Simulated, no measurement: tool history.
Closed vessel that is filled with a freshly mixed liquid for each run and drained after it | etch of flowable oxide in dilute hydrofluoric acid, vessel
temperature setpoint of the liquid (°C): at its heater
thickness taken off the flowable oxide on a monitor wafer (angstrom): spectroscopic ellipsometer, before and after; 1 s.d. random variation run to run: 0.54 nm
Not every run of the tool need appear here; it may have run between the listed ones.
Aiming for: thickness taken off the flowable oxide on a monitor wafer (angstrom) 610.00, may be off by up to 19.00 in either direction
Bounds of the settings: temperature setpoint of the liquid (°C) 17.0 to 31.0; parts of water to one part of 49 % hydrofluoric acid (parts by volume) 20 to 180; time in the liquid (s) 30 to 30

| run | hour | temperature setpoint of the liquid (°C) | parts of water to one part of 49 % hydrofluoric acid (parts by volume) | time in the liquid (s) | thickness taken off the flowable oxide on a monitor wafer (angstrom) |
|---|---|---|---|---|---|
| 1 | 0.0 | 23.0 | 100 | 30 | 156.56 |
| 2 | 6.2 | 26.0 | 100 | 30 | 176.78 |
| 3 | 9.1 | 26.0 | 125 | 30 | 137.38 |
| 4 | 13.1 | 26.5 | 110 | 30 | 161.48 |
| 5 | 18.1 | 26.5 | 110 | 30 | 158.90 |
| 6 | 22.6 | 26.5 | 110 | 30 | 159.61 |
| 7 | 29.2 | 27.0 | 100 | 30 | 185.26 |
| 8 | 34.9 | 27.0 | 100 | 30 | 185.35 |
| 9 | 40.4 | 27.5 | 90 | 30 | 210.47 |
| 10 | 42.0 | 28.0 | 80 | 30 | 244.21 |
| 11 | 48.3 | 28.5 | 70 | 30 | 290.36 |
| 12 | 55.8 | 29.0 | 65 | 30 | 325.94 |
| 13 | 63.9 | 29.5 | 60 | 30 | 357.84 |
| 14 | 67.5 | 29.5 | 55 | 30 | 389.20 |
| 15 | 71.7 | 29.5 | 50 | 30 | 443.66 |
| 16 | 79.6 | 30.5 | 40 | 30 | 567.22 |
| 17 | 82.9 | 31.0 | 40 | 30 | 582.20 |
| 18 | 87.6 | 31.0 | 35 | 30 | 674.17 |
| 19 | 96.8 | 30.5 | 35 | 30 | 670.33 |
| 20 | 98.5 | 30.0 | 35 | 30 | 641.85 |
| 21 | 106.2 | 29.5 | 35 | 30 | 633.36 |

5 candidate next runs follow, results not yet known. Just one meets every target within its allowed miss. Identify it.
| A | 113.9 | 30.5 | 35 | 30 | ? |
| B | 113.9 | 28.5 | 35 | 30 | ? |
| C | 113.9 | 30.0 | 35 | 30 | ? |
| D | 113.9 | 31.0 | 35 | 30 | ? |
| E | 113.9 | 30.5 | 40 | 30 | ? |

| move | thickness taken off the flowable oxide on a monitor wafer (angstrom) |
|---|---|
| A | 650.66 |
| B | 600.67 |
| C | 637.86 |
| D | 663.67 |
| E | 564.84 |
A: its largest miss is bigger than the last run's
B: every result within its allowed miss
C: its largest miss is bigger than the last run's
D: its largest miss is bigger than the last run's
E: pushes the last run's worst result past its target
Move B is the one to make.
